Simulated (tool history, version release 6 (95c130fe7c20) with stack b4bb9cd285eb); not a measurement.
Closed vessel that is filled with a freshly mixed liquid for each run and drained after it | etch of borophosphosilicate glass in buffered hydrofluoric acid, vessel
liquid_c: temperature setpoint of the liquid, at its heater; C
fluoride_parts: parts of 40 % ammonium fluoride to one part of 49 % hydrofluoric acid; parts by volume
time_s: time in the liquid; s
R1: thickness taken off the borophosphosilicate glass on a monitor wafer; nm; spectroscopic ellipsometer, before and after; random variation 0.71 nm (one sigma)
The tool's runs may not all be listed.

{"run": 1, "day": 0.0, "liquid_c": 22.0, "fluoride_parts": 8.5, "time_s": 85, "R1": 153.01}
{"run": 2, "day": 0.096, "liquid_c": 19.0, "fluoride_parts": 8.5, "time_s": 85, "R1": 130.01}
{"run": 3, "day": 0.338, "liquid_c": 19.0, "fluoride_parts": 9.5, "time_s": 85, "R1": 115.0}
{"run": 4, "day": 0.588, "liquid_c": 19.0, "fluoride_parts": 11.5, "time_s": 85, "R1": 99.009}
{"run": 5, "day": 0.721, "liquid_c": 19.0, "fluoride_parts": 10.0, "time_s": 85, "R1": 108.01}
{"run": 6, "day": 1.046, "liquid_c": 19.0, "fluoride_parts": 10.0, "time_s": 85, "R1": 108.86}
{"run": 7, "day": 1.308, "liquid_c": 23.0, "fluoride_parts": 10.0, "time_s": 85, "R1": 135.86}
{"run": 8, "day": 1.496, "liquid_c": 24.0, "fluoride_parts": 10.0, "time_s": 85, "R1": 143.05}
{"day": 1.662, "done": "hydrofluoric acid flow meter replaced"}
{"run": 9, "day": 1.662, "liquid_c": 25.0, "fluoride_parts": 10.0, "time_s": 85, "R1": 142.38}
{"run": 10, "day": 1.692, "liquid_c": 26.0, "fluoride_parts": 10.0, "time_s": 85, "R1": 150.22}
{"run": 11, "day": 2.025, "liquid_c": 26.5, "fluoride_parts": 10.0, "time_s": 85, "R1": 154.11}

The next listed run, before its measurement:
{"run": 12, "day": 2.262, "liquid_c": 27.0, "fluoride_parts": 10.0, "time_s": 85, "R1": "?"}

R1: 157.850 nm

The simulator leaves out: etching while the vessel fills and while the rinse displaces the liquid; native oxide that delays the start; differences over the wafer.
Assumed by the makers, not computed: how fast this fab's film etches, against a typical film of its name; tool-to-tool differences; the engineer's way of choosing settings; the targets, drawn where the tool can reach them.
